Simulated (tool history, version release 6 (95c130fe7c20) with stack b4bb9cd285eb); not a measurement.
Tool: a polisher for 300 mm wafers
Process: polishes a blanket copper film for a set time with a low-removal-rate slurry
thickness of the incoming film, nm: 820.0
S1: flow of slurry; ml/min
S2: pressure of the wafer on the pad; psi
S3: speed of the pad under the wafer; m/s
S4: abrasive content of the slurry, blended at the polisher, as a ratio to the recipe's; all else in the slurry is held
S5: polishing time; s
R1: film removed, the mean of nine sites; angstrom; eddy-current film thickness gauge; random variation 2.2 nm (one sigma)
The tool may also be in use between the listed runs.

run	hour	S1	S2	S3	S4	S5	R1
1	0.0	235	2.3	1.32	1.0	97	2400.1
2	6.7	210	2.3	1.32	1.0	97	2344.4
3	13.9	205	2.1	1.32	1.0	97	2178.6
4	17.9	205	2.0	1.32	1.0	97	2101.7
5	18.8	205	2.0	1.04	1.0	97	1693.0
6	25.8	205	1.6	1.04	1.0	97	1377.2
7	34.0	205	1.8	1.04	1.0	97	1529.2
8	40.9	205	1.9	1.04	1.0	97	1596.0

The next listed run, before its measurement:
9	44.2	205	2.0	1.04	1.0	97	?

Run 9 gave R1 1642.6 angstrom.
